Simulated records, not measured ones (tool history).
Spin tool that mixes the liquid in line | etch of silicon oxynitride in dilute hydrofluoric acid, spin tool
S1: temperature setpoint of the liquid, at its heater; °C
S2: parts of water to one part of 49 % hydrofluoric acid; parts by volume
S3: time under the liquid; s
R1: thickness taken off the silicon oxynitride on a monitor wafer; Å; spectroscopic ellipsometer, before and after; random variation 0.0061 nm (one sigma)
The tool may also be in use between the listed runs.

run 1 hour=0.0 | S1=25.0 S2=45 S3=75 | R1=30.625
run 2 hour=5.6 | S1=23.0 S2=50 S3=75 | R1=24.977
run 3 hour=7.8 | S1=21.5 S2=55 S3=75 | R1=21.114
run 4 hour=13.7 | S1=20.5 S2=60 S3=75 | R1=18.039
run 5 hour=21.5 | S1=19.5 S2=60 S3=75 | R1=17.350
run 6 hour=23.3 | S1=19.0 S2=60 S3=75 | R1=16.942
run 7 hour=29.5 | S1=18.5 S2=60 S3=75 | R1=16.453
run 8 hour=34.8 | S1=18.0 S2=60 S3=75 | R1=16.055
run 9 hour=37.3 | S1=17.5 S2=60 S3=75 | R1=15.696

Forecast run 10:
run 10 hour=43.7 | S1=17.0 S2=60 S3=75 | R1=?

Run 10 gave R1 15.254 Å.

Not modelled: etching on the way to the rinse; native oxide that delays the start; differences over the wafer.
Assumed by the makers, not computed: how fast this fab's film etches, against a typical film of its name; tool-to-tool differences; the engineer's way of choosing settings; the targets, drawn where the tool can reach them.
